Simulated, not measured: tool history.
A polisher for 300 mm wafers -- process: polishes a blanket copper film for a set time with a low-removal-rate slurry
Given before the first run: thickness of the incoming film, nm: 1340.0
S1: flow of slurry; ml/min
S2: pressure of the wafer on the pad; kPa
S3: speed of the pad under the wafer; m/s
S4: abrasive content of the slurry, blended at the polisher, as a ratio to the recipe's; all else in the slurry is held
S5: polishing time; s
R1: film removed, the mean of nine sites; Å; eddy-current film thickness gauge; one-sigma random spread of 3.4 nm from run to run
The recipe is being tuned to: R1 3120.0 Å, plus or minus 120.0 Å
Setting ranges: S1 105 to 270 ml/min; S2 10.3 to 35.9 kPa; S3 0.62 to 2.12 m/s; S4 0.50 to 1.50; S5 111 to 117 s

run  hour   S1    S2    S3    S4   S5      R1
  1   0.0  175  22.8  1.36  1.00  111  4254.1
  2   8.2  175  22.1  1.36  1.00  111  4187.3
  3  15.8  175  21.4  1.36  1.00  111  3976.9
  4  17.6  175  20.7  1.36  1.00  111  3894.3
  5  25.2  175  20.0  1.36  1.00  111  3858.3
  6  32.7  175  20.0  1.36  1.00  117  4075.4
  7  37.9  175  19.3  1.36  1.00  117  3913.3
  8  44.0  175  18.6  1.36  1.00  117  3893.8
  9  51.5  175  17.9  1.36  1.00  117  3761.0
 10  57.2  175  17.2  1.36  1.00  117  3615.4
 11  63.4  170  15.2  1.36  1.00  117  3265.0

4 candidate next runs follow, results not yet known. Just one meets every target within its allowed miss. Identify it.
  A  69.6  180  19.3  1.24  1.00  117   ?
  B  69.6  165  20.7  1.02  1.30  111   ?
  C  69.6  170  15.2  1.48  1.05  116   ?
  D  69.6  170  17.9  1.36  1.00  111   ?

move      R1
   A  3542.1
   B  3087.7
   C  3528.0
   D  3454.3
A: further off than the last run
B: all results in spec
C: further off than the last run
D: further off than the last run
Move B is the one to make.

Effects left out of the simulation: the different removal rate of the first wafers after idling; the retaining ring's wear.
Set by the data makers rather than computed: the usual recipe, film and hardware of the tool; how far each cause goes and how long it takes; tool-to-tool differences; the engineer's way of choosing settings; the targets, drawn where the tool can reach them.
